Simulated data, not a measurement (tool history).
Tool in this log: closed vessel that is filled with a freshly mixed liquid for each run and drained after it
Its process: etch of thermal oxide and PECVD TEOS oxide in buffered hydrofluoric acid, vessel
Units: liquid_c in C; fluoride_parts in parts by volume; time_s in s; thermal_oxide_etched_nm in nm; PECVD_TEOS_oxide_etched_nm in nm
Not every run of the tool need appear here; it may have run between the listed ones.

{"run": 1, "day": 0.0, "liquid_c": 22, "fluoride_parts": 21.5, "time_s": 60, "thermal_oxide_etched_nm": 32.201, "PECVD_TEOS_oxide_etched_nm": 60.971}
{"run": 2, "day": 0.275, "liquid_c": 22, "fluoride_parts": 17, "time_s": 60, "thermal_oxide_etched_nm": 38.919, "PECVD_TEOS_oxide_etched_nm": 74.372}
{"run": 3, "day": 0.329, "liquid_c": 19.5, "fluoride_parts": 17, "time_s": 60, "thermal_oxide_etched_nm": 34.275, "PECVD_TEOS_oxide_etched_nm": 64.751}
{"run": 4, "day": 0.642, "liquid_c": 19.5, "fluoride_parts": 17, "time_s": 40, "thermal_oxide_etched_nm": 22.73, "PECVD_TEOS_oxide_etched_nm": 42.925}
{"run": 5, "day": 1.008, "liquid_c": 19.5, "fluoride_parts": 17, "time_s": 55, "thermal_oxide_etched_nm": 31.174, "PECVD_TEOS_oxide_etched_nm": 58.733}
{"run": 6, "day": 1.104, "liquid_c": 22.5, "fluoride_parts": 17, "time_s": 55, "thermal_oxide_etched_nm": 36.522, "PECVD_TEOS_oxide_etched_nm": 70.093}
{"run": 7, "day": 1.262, "liquid_c": 22, "fluoride_parts": 18, "time_s": 55, "thermal_oxide_etched_nm": 33.647, "PECVD_TEOS_oxide_etched_nm": 63.768}
{"run": 8, "day": 1.579, "liquid_c": 21.5, "fluoride_parts": 19, "time_s": 55, "thermal_oxide_etched_nm": 31.095, "PECVD_TEOS_oxide_etched_nm": 59.646}

The next listed run, before its measurement:
{"run": 9, "day": 1.704, "liquid_c": 17.5, "fluoride_parts": 24, "time_s": 55, "thermal_oxide_etched_nm": "?", "PECVD_TEOS_oxide_etched_nm": "?"}

{"run 9": {"thermal_oxide_etched_nm": 21.345, "PECVD_TEOS_oxide_etched_nm": 40.1}}
